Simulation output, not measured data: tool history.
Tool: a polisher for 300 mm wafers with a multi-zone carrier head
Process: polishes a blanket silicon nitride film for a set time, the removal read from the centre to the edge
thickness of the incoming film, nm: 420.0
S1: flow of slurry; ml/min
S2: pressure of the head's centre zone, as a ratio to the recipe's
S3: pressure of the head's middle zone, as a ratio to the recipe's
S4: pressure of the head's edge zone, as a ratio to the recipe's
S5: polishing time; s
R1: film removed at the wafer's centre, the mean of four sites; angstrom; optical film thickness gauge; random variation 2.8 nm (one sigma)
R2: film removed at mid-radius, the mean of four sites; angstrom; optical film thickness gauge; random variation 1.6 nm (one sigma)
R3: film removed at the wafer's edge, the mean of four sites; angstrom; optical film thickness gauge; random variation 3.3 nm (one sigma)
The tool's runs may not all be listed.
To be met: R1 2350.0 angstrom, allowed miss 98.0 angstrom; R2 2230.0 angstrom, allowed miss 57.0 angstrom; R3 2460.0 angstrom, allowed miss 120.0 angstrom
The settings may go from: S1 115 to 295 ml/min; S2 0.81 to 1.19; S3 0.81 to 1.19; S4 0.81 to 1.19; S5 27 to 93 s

run    day   S1    S2    S3    S4  S5      R1      R2      R3
  1  0.000  190  1.00  1.00  1.00  59  1628.9  1657.7  1648.4
  2  0.362  225  1.00  1.00  1.00  59  1639.3  1690.1  1663.1
  3  0.517  220  1.01  1.00  1.02  62  1750.9  1789.7  1788.9
  4  0.546  220  1.05  1.00  1.02  62  1843.8  1779.7  1757.1
  5  0.829  215  1.05  1.00  1.04  64  1847.1  1838.4  1831.7
  6  1.075  215  1.05  1.00  1.08  64  1861.3  1849.1  1882.3
  7  1.100  215  1.05  0.99  1.09  66  1911.8  1883.1  1943.7
     1.221  -- worn pad replaced by a new one
  8  1.221  215  1.05  0.99  1.10  68  2095.7  2053.1  2115.4
  9  1.342  215  1.05  0.98  1.11  68  2105.8  2018.6  2159.8

Which of these 4 next moves meets every target?
  A  1.462  210  1.04  1.03  1.16  78   ?   ?   ?
  B  1.462  190  0.81  0.95  1.19  81   ?   ?   ?
  C  1.462  260  1.18  1.05  1.00  69   ?   ?   ?
  D  1.462  140  1.03  0.94  1.08  83   ?   ?   ?

move      R1      R2      R3
   A  2413.8  2409.9  2432.4
   B  1914.5  2305.4  2524.6
   C  2500.1  2225.9  2082.5
   D  2342.7  2208.0  2394.4
A: takes the result that was furthest off past its target
B: takes the result that was furthest off past its target
C: brings the result that was furthest off to its target, and leaves another outside
D: meets every target
Move D is the one to make.
